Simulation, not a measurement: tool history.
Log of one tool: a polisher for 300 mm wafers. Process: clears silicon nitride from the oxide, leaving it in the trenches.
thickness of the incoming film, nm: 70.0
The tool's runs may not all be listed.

run,hour,flow of slurry (ml/min),pressure of the wafer on the pad (psi),speed of the pad under the wafer (m/s),overpolish time after the end point (s),time until the end point was called (s)
1,0,255,1.7,1.04,16,139.15
2,0.6,255,1.6,1.04,16,142.52
3,7.9,255,1.5,1.04,16,155.14
4,15.8,255,1.5,1.04,16,155
5,22,255,1.5,1.3,16,122.6
6,27.5,255,1.4,1.3,16,129.84
7,33.2,255,1.3,1.3,16,141.75

Forecast run 8:
8,41.6,255,1.1,1.3,16,?

Run 8 gave time until the end point was called (s) 165.48.
